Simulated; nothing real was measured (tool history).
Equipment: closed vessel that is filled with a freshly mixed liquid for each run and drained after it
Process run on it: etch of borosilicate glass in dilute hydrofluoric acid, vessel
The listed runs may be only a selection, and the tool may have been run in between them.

run	hour	temperature setpoint of the liquid (°C)	parts of water to one part of 49 % hydrofluoric acid (parts by volume)	time in the liquid (s)	thickness taken off the borosilicate glass on a monitor wafer (angstrom)
1	0.0	22.0	45	85	734.27
2	1.8	24.0	45	85	794.14
3	6.3	25.5	45	85	845.30
4	14.5	25.5	45	85	841.09
5	16.6	28.5	45	85	958.37
6	23.4	29.0	45	85	969.41
7	28.1	29.5	45	85	997.28
8	35.1	30.0	45	85	1023.80
9	41.8	30.0	40	85	1164.20

What does the tool deliver on the next run?
10	48.8	29.5	40	85	?

thickness taken off the borosilicate glass on a monitor wafer (angstrom): 1129.70
